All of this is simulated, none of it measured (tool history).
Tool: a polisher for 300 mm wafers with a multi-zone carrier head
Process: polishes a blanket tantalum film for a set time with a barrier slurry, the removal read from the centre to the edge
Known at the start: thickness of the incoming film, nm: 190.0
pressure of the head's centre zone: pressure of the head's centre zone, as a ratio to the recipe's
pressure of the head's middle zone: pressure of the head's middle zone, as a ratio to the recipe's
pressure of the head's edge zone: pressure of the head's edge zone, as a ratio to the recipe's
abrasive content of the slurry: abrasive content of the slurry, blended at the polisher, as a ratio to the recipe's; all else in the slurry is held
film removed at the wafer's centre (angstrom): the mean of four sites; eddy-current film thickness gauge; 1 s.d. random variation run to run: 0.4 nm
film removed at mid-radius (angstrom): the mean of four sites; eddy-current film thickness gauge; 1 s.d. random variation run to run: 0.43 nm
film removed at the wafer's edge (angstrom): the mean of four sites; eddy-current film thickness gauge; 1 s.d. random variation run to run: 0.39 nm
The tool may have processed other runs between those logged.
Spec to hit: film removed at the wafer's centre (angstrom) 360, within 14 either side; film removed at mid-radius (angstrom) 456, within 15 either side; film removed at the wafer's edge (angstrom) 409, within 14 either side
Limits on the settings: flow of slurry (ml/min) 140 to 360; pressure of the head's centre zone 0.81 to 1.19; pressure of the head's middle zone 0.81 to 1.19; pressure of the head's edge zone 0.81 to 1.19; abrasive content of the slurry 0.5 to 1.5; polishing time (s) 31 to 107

run,hour,flow of slurry (ml/min),pressure of the head's centre zone,pressure of the head's middle zone,pressure of the head's edge zone,abrasive content of the slurry,polishing time (s),film removed at the wafer's centre (angstrom),film removed at mid-radius (angstrom),film removed at the wafer's edge (angstrom)
1,0,230,1,1,1,1,69,778.31,733.4,737.32
2,3.9,230,0.92,1,1,1,69,720.63,735,730.56
3,11.9,215,0.89,1.03,1,0.85,62,584.49,657.57,627.07
4,12.9,205,0.87,1.02,0.97,0.75,57,504.99,569.59,545.76
5,16.4,205,0.87,1.02,0.89,0.75,57,515.89,572.15,528.77
6,19.5,205,0.81,1.02,0.89,0.75,57,474.63,568.78,527.62
7,21.9,160,0.81,1.09,0.92,0.5,42,299.71,382.46,339.25
8,27.1,225,0.81,1.09,0.98,0.6,42,334.95,418.51,386.91
9,28.3,240,0.81,1.1,0.98,0.6,42,330.94,426.84,379.82
10,31.2,255,0.81,1.1,0.99,0.6,42,346.35,430.17,383.74
11,33.3,260,0.81,1.1,1,0.65,42,345.71,434.46,397.74

Which one of the following 4 next-run settings gets every result inside its allowed miss? There is exactly one.
A,35.4,255,0.81,1.19,0.94,0.5,48,?,?,?
B,35.4,255,0.89,1,1.09,0.8,39,?,?,?
C,35.4,275,0.82,1.19,1.01,0.5,47,?,?,?
D,35.4,265,0.84,1.15,1.07,0.5,45,?,?,?

move,film removed at the wafer's centre (angstrom),film removed at mid-radius (angstrom),film removed at the wafer's edge (angstrom)
A,359.42,495.85,411.22
B,371.36,401.99,417.06
C,359.27,489.1,419.07
D,350.88,452.92,411.88
A: moves the result that the last run missed by most past its target, out the other side
B: further off than the last run
C: moves the result that the last run missed by most past its target, out the other side
D: in spec on every target
D is the move that brings every result within its allowed miss.
